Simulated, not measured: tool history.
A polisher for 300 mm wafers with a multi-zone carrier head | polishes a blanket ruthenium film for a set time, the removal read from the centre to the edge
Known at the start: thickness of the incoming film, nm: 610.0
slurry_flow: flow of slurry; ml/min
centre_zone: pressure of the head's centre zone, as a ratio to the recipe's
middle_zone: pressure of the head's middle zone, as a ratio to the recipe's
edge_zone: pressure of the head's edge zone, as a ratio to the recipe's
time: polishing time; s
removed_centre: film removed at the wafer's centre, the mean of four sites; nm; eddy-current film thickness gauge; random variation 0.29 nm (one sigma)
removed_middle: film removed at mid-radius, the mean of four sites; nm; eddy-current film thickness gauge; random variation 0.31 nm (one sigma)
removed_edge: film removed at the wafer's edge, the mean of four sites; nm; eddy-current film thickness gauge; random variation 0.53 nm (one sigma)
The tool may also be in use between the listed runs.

run	day	slurry_flow	centre_zone	middle_zone	edge_zone	time	removed_centre	removed_middle	removed_edge
1	0.000	155	1.00	1.00	1.00	41	66.784	64.804	63.815
2	0.292	155	1.00	1.00	1.00	32	52.023	50.847	50.824
3	0.504	150	0.99	1.00	0.99	32	51.255	50.652	50.579
4	0.750	145	0.98	1.00	0.98	32	49.871	50.105	49.579
5	0.812	145	0.92	1.00	0.98	32	47.245	50.544	49.912
6	0.992	145	0.92	1.08	0.98	32	47.338	52.893	49.366

The next listed run, before its measurement:
7	1.212	140	0.92	1.07	0.97	32	?	?	?

{"run 7": {"removed_centre": 46.526, "removed_middle": 52.472, "removed_edge": 49.762}}
